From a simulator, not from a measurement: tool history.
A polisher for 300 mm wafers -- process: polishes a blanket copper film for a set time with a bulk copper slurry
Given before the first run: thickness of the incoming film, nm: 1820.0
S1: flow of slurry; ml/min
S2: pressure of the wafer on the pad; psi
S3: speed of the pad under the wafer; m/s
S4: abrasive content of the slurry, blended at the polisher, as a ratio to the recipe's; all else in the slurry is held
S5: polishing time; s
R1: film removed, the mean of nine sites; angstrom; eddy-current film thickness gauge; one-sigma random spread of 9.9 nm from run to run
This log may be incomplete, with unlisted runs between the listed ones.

run,hour,S1,S2,S3,S4,S5,R1
1,0,260,3.4,0.88,1,74,6000.7
2,5.8,260,3.6,0.88,1,74,6307.7
3,9.6,235,3.6,0.88,1,74,6428.1
4,17.4,235,3.6,0.88,1.2,74,6668.4
5,26,235,3.6,0.96,1.2,74,6906.7
6,34.4,235,3.6,0.96,1.35,74,7171.8
7,36.7,235,3.6,0.96,1.35,74,7281.4
8,37.4,235,3.6,0.96,1.35,74,7243.4

What will run 9 give?
9,38,235,3.7,0.96,1.35,74,?

Run 9 gave R1 7441.6 angstrom.
